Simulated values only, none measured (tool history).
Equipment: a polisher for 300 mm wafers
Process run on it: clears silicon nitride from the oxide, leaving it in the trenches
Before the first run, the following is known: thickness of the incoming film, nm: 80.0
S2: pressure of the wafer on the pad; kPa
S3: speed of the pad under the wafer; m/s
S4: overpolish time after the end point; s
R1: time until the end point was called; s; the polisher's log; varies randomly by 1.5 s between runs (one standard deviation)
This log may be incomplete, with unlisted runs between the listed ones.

Run 1, day 0.000: flow of slurry (ml/min) 305, S2 24.1 kPa, S3 1.28 m/s, S4 5 s. Result: R1 64.527 s.
Run 2, day 0.071: flow of slurry (ml/min) 305, S2 24.1 kPa, S3 1.02 m/s, S4 5 s. Result: R1 82.201 s.
Run 3, day 0.104: flow of slurry (ml/min) 305, S2 26.2 kPa, S3 1.02 m/s, S4 5 s. Result: R1 74.702 s.
Run 4, day 0.262: flow of slurry (ml/min) 305, S2 24.1 kPa, S3 1.02 m/s, S4 5 s. Result: R1 80.048 s.
Run 5, day 0.496: flow of slurry (ml/min) 305, S2 24.1 kPa, S3 1.02 m/s, S4 4 s. Result: R1 81.277 s.
Run 6, day 0.838: flow of slurry (ml/min) 305, S2 24.1 kPa, S3 1.02 m/s, S4 4 s. Result: R1 80.740 s.

Run 7 is up next; what results do you expect?
Run 7, day 0.946: flow of slurry (ml/min) 305, S2 22.1 kPa, S3 1.02 m/s, S4 4 s. Result: R1 ?.

Run 7 came out at R1 88.679 s.
